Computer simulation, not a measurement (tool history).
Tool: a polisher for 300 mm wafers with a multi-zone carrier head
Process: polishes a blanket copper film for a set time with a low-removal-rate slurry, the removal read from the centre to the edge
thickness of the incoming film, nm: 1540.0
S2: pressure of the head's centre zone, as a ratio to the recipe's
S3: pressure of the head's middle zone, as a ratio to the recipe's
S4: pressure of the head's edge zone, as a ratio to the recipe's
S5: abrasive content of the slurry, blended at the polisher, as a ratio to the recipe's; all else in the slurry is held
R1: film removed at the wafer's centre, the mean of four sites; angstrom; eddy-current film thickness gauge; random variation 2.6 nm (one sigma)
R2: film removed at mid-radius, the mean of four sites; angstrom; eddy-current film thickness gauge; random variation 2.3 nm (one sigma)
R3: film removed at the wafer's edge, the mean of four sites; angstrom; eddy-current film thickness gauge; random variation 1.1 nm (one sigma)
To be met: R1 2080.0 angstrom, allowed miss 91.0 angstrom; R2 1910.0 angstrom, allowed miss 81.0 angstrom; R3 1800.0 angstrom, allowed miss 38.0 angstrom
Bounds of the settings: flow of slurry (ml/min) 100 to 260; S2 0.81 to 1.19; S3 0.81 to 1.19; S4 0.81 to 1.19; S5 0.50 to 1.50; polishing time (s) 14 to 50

Run 1, hour 0.0: flow of slurry (ml/min) 165, S2 1.00, S3 1.00, S4 1.00, S5 1.00, polishing time (s) 32. Result: R1 1378.7 angstrom, R2 1376.3 angstrom, R3 1394.1 angstrom.
Run 2, hour 5.5: flow of slurry (ml/min) 180, S2 1.04, S3 1.03, S4 1.03, S5 1.10, polishing time (s) 32. Result: R1 1507.7 angstrom, R2 1476.1 angstrom, R3 1470.3 angstrom.
Run 3, hour 10.1: flow of slurry (ml/min) 195, S2 1.07, S3 1.05, S4 1.06, S5 1.20, polishing time (s) 32. Result: R1 1632.7 angstrom, R2 1561.8 angstrom, R3 1532.8 angstrom.
Run 4, hour 16.4: flow of slurry (ml/min) 205, S2 1.09, S3 1.07, S4 1.08, S5 1.25, polishing time (s) 32. Result: R1 1697.2 angstrom, R2 1604.2 angstrom, R3 1574.8 angstrom.
Run 5, hour 21.6: flow of slurry (ml/min) 215, S2 1.11, S3 1.09, S4 1.10, S5 1.30, polishing time (s) 32. Result: R1 1736.0 angstrom, R2 1651.2 angstrom, R3 1623.5 angstrom.
Run 6, hour 28.9: flow of slurry (ml/min) 220, S2 1.13, S3 1.10, S4 1.10, S5 1.35, polishing time (s) 32. Result: R1 1771.8 angstrom, R2 1706.9 angstrom, R3 1643.4 angstrom.
At hour 34.8: edge zone pressure recalibrated.
Run 7, hour 34.8: flow of slurry (ml/min) 225, S2 1.14, S3 1.10, S4 1.09, S5 1.40, polishing time (s) 32. Result: R1 1854.6 angstrom, R2 1698.8 angstrom, R3 1606.2 angstrom.
Run 8, hour 43.6: flow of slurry (ml/min) 225, S2 1.14, S3 1.10, S4 1.09, S5 1.40, polishing time (s) 32. Result: R1 1854.3 angstrom, R2 1710.6 angstrom, R3 1608.5 angstrom.
Run 9, hour 51.2: flow of slurry (ml/min) 230, S2 1.15, S3 1.11, S4 1.10, S5 1.40, polishing time (s) 32. Result: R1 1828.7 angstrom, R2 1748.8 angstrom, R3 1620.4 angstrom.
Run 10, hour 57.9: flow of slurry (ml/min) 235, S2 1.16, S3 1.11, S4 1.11, S5 1.40, polishing time (s) 33. Result: R1 1964.4 angstrom, R2 1793.8 angstrom, R3 1685.4 angstrom.

5 next moves are on the table. One of them brings every result within its allowed miss. Which?
Run A, hour 64.6: flow of slurry (ml/min) 190, S2 1.02, S3 1.16, S4 1.19, S5 1.45, polishing time (s) 35. Result: R1 ?, R2 ?, R3 ?.
Run B, hour 64.6: flow of slurry (ml/min) 260, S2 1.07, S3 0.99, S4 0.94, S5 1.50, polishing time (s) 37. Result: R1 ?, R2 ?, R3 ?.
Run C, hour 64.6: flow of slurry (ml/min) 220, S2 1.09, S3 1.17, S4 1.12, S5 1.40, polishing time (s) 34. Result: R1 ?, R2 ?, R3 ?.
Run D, hour 64.6: flow of slurry (ml/min) 230, S2 1.04, S3 1.19, S4 1.03, S5 1.35, polishing time (s) 36. Result: R1 ?, R2 ?, R3 ?.
Run E, hour 64.6: flow of slurry (ml/min) 200, S2 1.04, S3 1.12, S4 1.14, S5 1.20, polishing time (s) 36. Result: R1 ?, R2 ?, R3 ?.

move      R1      R2      R3
   A  1768.4  1934.1  1821.4
   B  2071.2  1908.2  1786.0
   C  1862.7  1912.7  1724.9
   D  1875.0  2044.4  1741.4
   E  1776.9  1853.8  1751.1
A: brings the result that was furthest off to its target, and leaves another outside
B: meets every target
C: nearer than the last run, and not there yet
D: nearer than the last run, and not there yet
E: further off than the last run
Answer: B
